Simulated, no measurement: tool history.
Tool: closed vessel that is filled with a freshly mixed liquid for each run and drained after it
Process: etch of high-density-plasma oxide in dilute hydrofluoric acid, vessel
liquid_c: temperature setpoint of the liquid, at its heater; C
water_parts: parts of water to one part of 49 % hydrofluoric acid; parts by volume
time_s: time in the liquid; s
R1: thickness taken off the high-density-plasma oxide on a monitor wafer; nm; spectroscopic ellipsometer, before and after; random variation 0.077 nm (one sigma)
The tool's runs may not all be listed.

{"run": 1, "hour": 0.0, "liquid_c": 25.0, "water_parts": 180, "time_s": 655, "R1": 25.02}
{"run": 2, "hour": 8.7, "liquid_c": 23.5, "water_parts": 185, "time_s": 655, "R1": 23.043}
{"run": 3, "hour": 13.5, "liquid_c": 26.5, "water_parts": 185, "time_s": 655, "R1": 26.023}
{"run": 4, "hour": 22.8, "liquid_c": 26.5, "water_parts": 210, "time_s": 655, "R1": 22.05}
{"run": 5, "hour": 28.6, "liquid_c": 26.5, "water_parts": 210, "time_s": 710, "R1": 23.937}
{"run": 6, "hour": 33.6, "liquid_c": 26.5, "water_parts": 255, "time_s": 710, "R1": 18.802}
{"run": 7, "hour": 34.9, "liquid_c": 25.5, "water_parts": 255, "time_s": 710, "R1": 18.124}
{"run": 8, "hour": 40.9, "liquid_c": 24.5, "water_parts": 255, "time_s": 710, "R1": 17.5}

Run 9 is up next; what results do you expect?
{"run": 9, "hour": 50.1, "liquid_c": 24.0, "water_parts": 255, "time_s": 710, "R1": "?"}

R1: 17.094 nm
